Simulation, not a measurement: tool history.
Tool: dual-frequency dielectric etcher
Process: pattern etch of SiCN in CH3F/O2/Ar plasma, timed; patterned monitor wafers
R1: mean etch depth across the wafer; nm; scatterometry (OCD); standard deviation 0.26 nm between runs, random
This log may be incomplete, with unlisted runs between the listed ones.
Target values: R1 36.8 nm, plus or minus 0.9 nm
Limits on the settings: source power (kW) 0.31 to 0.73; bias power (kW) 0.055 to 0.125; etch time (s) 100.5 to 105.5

Run 1, day 0: source power (kW) 0.52, bias power (kW) 0.09, etch time (s) 100.5. Result: R1 42.632 nm.
Run 2, day 0.029: source power (kW) 0.45, bias power (kW) 0.09, etch time (s) 100.5. Result: R1 41.176 nm.
Run 3, day 0.075: source power (kW) 0.51, bias power (kW) 0.09, etch time (s) 100.5. Result: R1 42.324 nm.
Run 4, day 0.154: source power (kW) 0.48, bias power (kW) 0.086, etch time (s) 100.5. Result: R1 40.513 nm.
Run 5, day 0.508: source power (kW) 0.46, bias power (kW) 0.085, etch time (s) 100.5. Result: R1 39.784 nm.
Run 6, day 0.675: source power (kW) 0.54, bias power (kW) 0.085, etch time (s) 100.5. Result: R1 41.551 nm.
Run 7, day 0.838: source power (kW) 0.51, bias power (kW) 0.083, etch time (s) 100.5. Result: R1 40.988 nm.
Run 8, day 1.2: source power (kW) 0.41, bias power (kW) 0.066, etch time (s) 100.5. Result: R1 35.1 nm.
Run 9, day 1.233: source power (kW) 0.42, bias power (kW) 0.067, etch time (s) 100.5. Result: R1 35.409 nm.

Which one of the following 5 next-run settings gets every result inside its allowed miss? There is exactly one.
Run A, day 1.267: source power (kW) 0.42, bias power (kW) 0.059, etch time (s) 103.5. Result: R1 ?.
Run B, day 1.267: source power (kW) 0.41, bias power (kW) 0.061, etch time (s) 103. Result: R1 ?.
Run C, day 1.267: source power (kW) 0.4, bias power (kW) 0.067, etch time (s) 104.5. Result: R1 ?.
Run D, day 1.267: source power (kW) 0.44, bias power (kW) 0.061, etch time (s) 100.5. Result: R1 ?.
Run E, day 1.267: source power (kW) 0.42, bias power (kW) 0.06, etch time (s) 102.5. Result: R1 ?.

move      R1
   A  34.891
   B  34.913
   C  36.442
   D  34.774
   E  34.772
A: its largest miss is bigger than the last run's
B: its largest miss is bigger than the last run's
C: meets every target
D: its largest miss is bigger than the last run's
E: its largest miss is bigger than the last run's
So the answer is move C, the one that meets all the targets.
